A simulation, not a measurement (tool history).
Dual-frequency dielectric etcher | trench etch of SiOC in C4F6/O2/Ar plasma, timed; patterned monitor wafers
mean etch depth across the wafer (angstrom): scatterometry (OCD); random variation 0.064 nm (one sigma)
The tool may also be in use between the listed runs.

run,hour,source power (kW),bias power (kW),etch time (s),mean etch depth across the wafer (angstrom)
1,0,0.44,0.166,12.5,241.64
2,3.6,0.45,0.167,12.5,244.62
3,7.9,0.45,0.148,12.5,234.1
4,16.4,0.45,0.148,11.5,217.17
5,21.6,0.47,0.153,11.5,222.68
6,30.1,0.47,0.153,11.5,222.58
7,38.3,0.49,0.16,11.5,231.08

Run 8 comes next. What will it give?
8,43.6,0.51,0.164,11.5,?

Run 8 gave mean etch depth across the wafer (angstrom) 236.7.

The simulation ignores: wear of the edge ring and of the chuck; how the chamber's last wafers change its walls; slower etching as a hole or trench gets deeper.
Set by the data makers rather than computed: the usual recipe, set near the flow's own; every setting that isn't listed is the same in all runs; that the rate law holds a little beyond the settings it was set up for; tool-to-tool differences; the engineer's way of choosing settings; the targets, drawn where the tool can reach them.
